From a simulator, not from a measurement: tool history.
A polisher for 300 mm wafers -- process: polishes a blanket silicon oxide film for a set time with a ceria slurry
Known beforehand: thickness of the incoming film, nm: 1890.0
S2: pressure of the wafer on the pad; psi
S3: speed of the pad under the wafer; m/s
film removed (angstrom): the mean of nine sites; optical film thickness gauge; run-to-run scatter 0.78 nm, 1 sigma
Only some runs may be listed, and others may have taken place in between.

{"run": 1, "hour": 0.0, "flow of slurry (ml/min)": 130, "S2": 3.4, "S3": 0.86, "polishing time (s)": 58, "film removed (angstrom)": 2468.0}
{"run": 2, "hour": 8.6, "flow of slurry (ml/min)": 130, "S2": 3.4, "S3": 0.86, "polishing time (s)": 61, "film removed (angstrom)": 2593.5}
{"run": 3, "hour": 12.9, "flow of slurry (ml/min)": 130, "S2": 2.5, "S3": 0.86, "polishing time (s)": 61, "film removed (angstrom)": 1941.7}
{"run": 4, "hour": 14.1, "flow of slurry (ml/min)": 125, "S2": 2.3, "S3": 0.84, "polishing time (s)": 61, "film removed (angstrom)": 1731.6}
{"run": 5, "hour": 16.6, "flow of slurry (ml/min)": 120, "S2": 2.2, "S3": 0.84, "polishing time (s)": 61, "film removed (angstrom)": 1641.2}
{"run": 6, "hour": 22.3, "flow of slurry (ml/min)": 120, "S2": 1.6, "S3": 0.84, "polishing time (s)": 61, "film removed (angstrom)": 1223.1}

What will run 7 give?
{"run": 7, "hour": 28.7, "flow of slurry (ml/min)": 115, "S2": 1.6, "S3": 0.84, "polishing time (s)": 61, "film removed (angstrom)": "?"}

Run 7 measured film removed (angstrom) 1207.1.

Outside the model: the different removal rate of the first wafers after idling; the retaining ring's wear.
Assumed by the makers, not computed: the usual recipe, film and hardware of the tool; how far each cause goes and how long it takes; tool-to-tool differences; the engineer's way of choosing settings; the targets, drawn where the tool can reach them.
